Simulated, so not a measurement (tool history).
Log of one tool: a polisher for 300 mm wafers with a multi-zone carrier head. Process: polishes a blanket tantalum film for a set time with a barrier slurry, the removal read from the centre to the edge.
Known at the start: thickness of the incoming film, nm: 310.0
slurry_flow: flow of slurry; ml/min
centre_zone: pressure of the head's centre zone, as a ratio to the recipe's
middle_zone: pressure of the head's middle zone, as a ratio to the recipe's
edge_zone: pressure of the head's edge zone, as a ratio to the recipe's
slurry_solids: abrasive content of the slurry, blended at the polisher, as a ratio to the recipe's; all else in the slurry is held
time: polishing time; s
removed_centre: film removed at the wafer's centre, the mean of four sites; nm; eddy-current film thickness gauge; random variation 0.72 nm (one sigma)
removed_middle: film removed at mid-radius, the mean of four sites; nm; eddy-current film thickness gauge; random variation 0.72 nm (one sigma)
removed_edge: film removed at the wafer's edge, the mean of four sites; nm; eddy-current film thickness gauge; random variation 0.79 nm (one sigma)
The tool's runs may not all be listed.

run 1 day=0.000 | slurry_flow=170 centre_zone=1.00 middle_zone=1.00 edge_zone=1.00 slurry_solids=1.00 time=37 | removed_centre=80.521 removed_middle=84.577 removed_edge=82.840
run 2 day=0.354 | slurry_flow=170 centre_zone=1.06 middle_zone=1.00 edge_zone=1.00 slurry_solids=1.00 time=37 | removed_centre=87.670 removed_middle=85.044 removed_edge=84.939
run 3 day=0.542 | slurry_flow=170 centre_zone=1.04 middle_zone=1.00 edge_zone=0.96 slurry_solids=0.90 time=37 | removed_centre=82.651 removed_middle=81.708 removed_edge=79.211
run 4 day=0.850 | slurry_flow=165 centre_zone=1.02 middle_zone=1.00 edge_zone=0.93 slurry_solids=0.85 time=37 | removed_centre=79.573 removed_middle=81.079 removed_edge=76.934
run 5 day=0.896 | slurry_flow=165 centre_zone=1.02 middle_zone=1.00 edge_zone=0.90 slurry_solids=0.85 time=37 | removed_centre=80.850 removed_middle=80.627 removed_edge=74.988
run 6 day=1.188 | slurry_flow=185 centre_zone=1.02 middle_zone=1.00 edge_zone=0.90 slurry_solids=0.85 time=37 | removed_centre=79.910 removed_middle=82.665 removed_edge=77.004
run 7 day=1.317 | slurry_flow=175 centre_zone=0.99 middle_zone=0.99 edge_zone=0.88 slurry_solids=0.80 time=37 | removed_centre=76.869 removed_middle=79.434 removed_edge=74.081
run 8 day=1.371 | slurry_flow=165 centre_zone=0.97 middle_zone=0.99 edge_zone=0.86 slurry_solids=0.75 time=37 | removed_centre=72.679 removed_middle=75.245 removed_edge=71.783
run 9 day=1.550 | slurry_flow=160 centre_zone=0.97 middle_zone=1.01 edge_zone=0.85 slurry_solids=0.70 time=37 | removed_centre=70.879 removed_middle=74.873 removed_edge=70.230
run 10 day=1.596 | slurry_flow=155 centre_zone=0.97 middle_zone=1.02 edge_zone=0.84 slurry_solids=0.65 time=37 | removed_centre=68.422 removed_middle=72.728 removed_edge=68.298
run 11 day=1.696 | slurry_flow=155 centre_zone=0.98 middle_zone=1.03 edge_zone=0.83 slurry_solids=0.65 time=37 | removed_centre=69.655 removed_middle=75.326 removed_edge=67.235
run 12 day=1.746 | slurry_flow=145 centre_zone=0.98 middle_zone=1.03 edge_zone=0.83 slurry_solids=0.65 time=37 | removed_centre=67.476 removed_middle=73.233 removed_edge=66.415
run 13 day=2.017 | slurry_flow=130 centre_zone=0.99 middle_zone=1.04 edge_zone=0.81 slurry_solids=0.55 time=37 | removed_centre=62.896 removed_middle=65.345 removed_edge=59.624
run 14 day=2.133 | slurry_flow=135 centre_zone=0.99 middle_zone=1.04 edge_zone=0.81 slurry_solids=0.55 time=37 | removed_centre=62.395 removed_middle=68.025 removed_edge=60.293

The next listed run, before its measurement:
run 15 day=2.504 | slurry_flow=140 centre_zone=0.99 middle_zone=1.04 edge_zone=0.81 slurry_solids=0.55 time=37 | removed_centre=? removed_middle=? removed_edge=?

{"run 15": {"removed_centre": 63.196, "removed_middle": 68.208, "removed_edge": 59.428}}
